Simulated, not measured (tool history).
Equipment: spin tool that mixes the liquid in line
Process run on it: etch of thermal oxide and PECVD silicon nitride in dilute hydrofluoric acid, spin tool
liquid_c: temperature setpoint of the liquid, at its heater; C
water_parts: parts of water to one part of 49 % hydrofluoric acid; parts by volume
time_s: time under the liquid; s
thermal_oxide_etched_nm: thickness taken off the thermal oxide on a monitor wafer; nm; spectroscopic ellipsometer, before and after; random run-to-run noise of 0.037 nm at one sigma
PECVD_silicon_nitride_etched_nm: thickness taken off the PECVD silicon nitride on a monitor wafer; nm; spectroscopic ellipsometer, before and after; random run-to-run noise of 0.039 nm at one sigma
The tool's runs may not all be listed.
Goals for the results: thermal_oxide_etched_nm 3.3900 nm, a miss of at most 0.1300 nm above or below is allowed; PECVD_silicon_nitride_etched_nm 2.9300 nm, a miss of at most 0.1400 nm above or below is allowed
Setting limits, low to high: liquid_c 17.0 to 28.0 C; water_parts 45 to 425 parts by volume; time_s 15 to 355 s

| run | hour | liquid_c | water_parts | time_s | thermal_oxide_etched_nm | PECVD_silicon_nitride_etched_nm |
|---|---|---|---|---|---|---|
| 1 | 0.0 | 20.0 | 235 | 180 | 2.4786 | 2.3247 |
| 2 | 5.4 | 22.5 | 235 | 180 | 2.7252 | 2.6881 |
| 3 | 7.9 | 22.5 | 300 | 180 | 2.0296 | 2.1537 |
| 4 | 11.0 | 22.5 | 235 | 180 | 2.7500 | 2.7499 |
| 5 | 14.7 | 22.0 | 220 | 175 | 2.8587 | 2.7296 |
|  | 19.0 | hydrofluoric acid flow meter replaced |
| 6 | 19.0 | 23.0 | 220 | 175 | 3.1500 | 3.0944 |
| 7 | 27.1 | 20.5 | 150 | 155 | 4.1172 | 3.3264 |
| 8 | 32.6 | 20.5 | 160 | 160 | 3.8152 | 3.2839 |
| 9 | 38.5 | 20.5 | 165 | 160 | 3.7882 | 3.1985 |
| 10 | 39.5 | 20.5 | 165 | 160 | 3.7320 | 3.1143 |
| 11 | 47.1 | 21.0 | 195 | 165 | 3.2015 | 2.8123 |

Of the 4 settings listed for the next run, only one would bring every result within its allowed miss of target. Which one?
| A | 54.7 | 21.5 | 220 | 175 | ? | ? |
| B | 54.7 | 17.0 | 145 | 150 | ? | ? |
| C | 54.7 | 18.0 | 145 | 135 | ? | ? |
| D | 54.7 | 18.0 | 245 | 255 | ? | ? |

| move | thermal_oxide_etched_nm | PECVD_silicon_nitride_etched_nm |
|---|---|---|
| A | 3.0207 | 2.7727 |
| B | 3.5434 | 2.6395 |
| C | 3.3222 | 2.5437 |
| D | 3.3794 | 2.8989 |
A: moves away from the targets compared with the last run
B: takes the biggest miss from the last run beyond its target
C: the furthest-off result lands on target, but another misses its tolerance
D: every result lands within tolerance
So the answer is move D, the one that meets all the targets.
